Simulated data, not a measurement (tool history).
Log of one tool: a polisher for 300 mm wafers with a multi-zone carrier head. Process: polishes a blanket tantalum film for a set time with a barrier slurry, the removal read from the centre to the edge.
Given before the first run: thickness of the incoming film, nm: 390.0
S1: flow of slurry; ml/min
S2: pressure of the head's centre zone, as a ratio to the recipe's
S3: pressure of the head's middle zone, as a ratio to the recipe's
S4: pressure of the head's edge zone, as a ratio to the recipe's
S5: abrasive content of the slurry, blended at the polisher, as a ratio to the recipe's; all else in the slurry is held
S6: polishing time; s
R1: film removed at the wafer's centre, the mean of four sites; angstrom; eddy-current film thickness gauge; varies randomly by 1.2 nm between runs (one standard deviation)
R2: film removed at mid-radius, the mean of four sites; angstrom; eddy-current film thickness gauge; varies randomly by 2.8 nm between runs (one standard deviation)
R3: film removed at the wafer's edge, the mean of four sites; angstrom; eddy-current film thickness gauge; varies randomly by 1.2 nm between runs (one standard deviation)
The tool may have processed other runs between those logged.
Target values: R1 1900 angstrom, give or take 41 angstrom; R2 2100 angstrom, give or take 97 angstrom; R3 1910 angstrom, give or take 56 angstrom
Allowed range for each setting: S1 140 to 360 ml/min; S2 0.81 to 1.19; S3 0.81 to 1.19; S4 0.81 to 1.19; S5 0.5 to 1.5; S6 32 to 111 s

run	hour	S1	S2	S3	S4	S5	S6	R1	R2	R3
1	0	230	1	1	1	1	71	1475.4	1384.4	1353.6
2	4.2	240	0.99	1.05	1.05	1.15	73	1603.7	1561.4	1495.1
3	9.8	240	0.99	1.05	1.01	1.15	73	1611.9	1578.4	1472.6
4	13.4	250	0.97	1.08	1.05	1.25	75	1660.4	1724.2	1597.7
5	16.5	265	0.97	1.11	1.09	1.35	76	1732.8	1811.5	1671.5
6	18.1	265	0.97	1.13	1.11	1.4	78	1785.3	1928	1777.6
7	25.9	275	0.98	1.15	1.13	1.45	78	1815.7	1952.6	1802.9
8	27.2	280	0.98	1.16	1.14	1.45	79	1876.3	2003	1837
9	35.9	280	0.98	1.17	1.15	1.45	79	1872.5	2000.6	1850.4
10	38.2	285	0.98	1.18	1.15	1.45	79	1898.9	2050.5	1845.8

Exercise: of the 5 proposed moves below, exactly one satisfies all targets within the stated allowed misses. Which move is it?
A	40.5	300	1.04	1.18	1.16	1.45	77	?	?	?
B	40.5	330	0.98	1.19	1.04	1.45	79	?	?	?
C	40.5	280	1.05	1.19	1.08	1.45	78	?	?	?
D	40.5	260	0.95	1.15	1.08	1.5	83	?	?	?
E	40.5	260	0.92	1.19	1.19	1.5	80	?	?	?

move	R1	R2	R3
A	1942.7	1997.4	1815
B	1894.2	2081.3	1772.2
C	1974.2	2026.4	1764.6
D	1902.1	2098.5	1885.1
E	1775.9	2083.3	1908.7
A: further off than the last run
B: further off than the last run
C: further off than the last run
D: every result within its allowed miss
E: corrects the largest miss of the last run, while another result sits out of spec
The right move is D.
